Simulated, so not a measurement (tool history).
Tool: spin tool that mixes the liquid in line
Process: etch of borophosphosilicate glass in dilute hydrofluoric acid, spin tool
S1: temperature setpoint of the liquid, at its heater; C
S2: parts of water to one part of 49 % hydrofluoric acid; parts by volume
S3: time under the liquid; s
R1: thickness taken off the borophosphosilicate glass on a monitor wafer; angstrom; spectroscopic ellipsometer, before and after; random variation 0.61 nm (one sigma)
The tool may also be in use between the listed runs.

run,day,S1,S2,S3,R1
1,0.000,23.0,210,135,301.70
2,0.029,23.0,150,135,452.97
3,0.229,24.0,150,135,461.43
4,0.408,24.5,145,135,490.64
5,0.575,25.0,145,135,508.65
6,0.883,25.0,145,135,508.66
7,0.988,25.5,145,135,516.36
8,1.125,26.0,145,135,525.03
9,1.217,30.0,130,135,688.73

The next listed run, before its measurement:
# day 1.571: hydrofluoric acid flow meter replaced
10,1.571,29.5,130,135,?

Run 10 gave R1 631.98 angstrom.
